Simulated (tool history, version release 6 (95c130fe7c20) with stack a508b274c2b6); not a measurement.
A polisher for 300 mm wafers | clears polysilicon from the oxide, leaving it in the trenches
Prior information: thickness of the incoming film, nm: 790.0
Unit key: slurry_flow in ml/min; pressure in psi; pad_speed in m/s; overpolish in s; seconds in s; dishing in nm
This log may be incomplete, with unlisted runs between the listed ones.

run	hour	slurry_flow	pressure	pad_speed	overpolish	seconds	dishing
1	0	230	2.5	1.18	16	53.566	74.511
2	6.1	230	2.5	1.18	12	53.514	70.121
3	13.1	230	2.5	1.18	17	53.576	74.545
4	14.6	230	2.8	1.18	17	47.493	77.91
5	17.7	230	2.6	1.22	13	49.409	70.996
6	22.4	230	2.6	0.96	13	64.289	65.018
7	23.2	255	2.9	0.9	10	59.691	60.621

The next listed run, before its measurement:
8	28.5	320	3.3	0.88	5	?	?

{"run 8": {"seconds": 52.863, "dishing": 42.784}}
